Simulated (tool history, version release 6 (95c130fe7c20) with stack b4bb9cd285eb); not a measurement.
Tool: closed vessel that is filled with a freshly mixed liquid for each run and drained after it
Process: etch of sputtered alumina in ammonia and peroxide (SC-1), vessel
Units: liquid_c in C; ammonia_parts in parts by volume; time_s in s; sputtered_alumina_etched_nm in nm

run  hour  liquid_c  ammonia_parts  time_s  sputtered_alumina_etched_nm
  1   0.0      61.0           0.65    1180                       75.353
  2   2.2      61.0           0.75    1180                       76.714
  3   8.0      62.5           0.75    1180                       81.902
  4  12.5      64.0           0.75    1180                       89.483
  5  14.0      65.0           0.75    1180                       93.483
  6  16.9      66.0           0.75    1180                       97.792
  7  23.1      66.0           0.75    1180                       97.314
  8  27.0      66.5           0.75    1180                       99.938
  9  31.2      67.0           0.75    1180                      101.850

The next listed run, before its measurement:
 10  31.7      67.5           0.75    1180                            ?

{"run 10": {"sputtered_alumina_etched_nm": 105.33}}
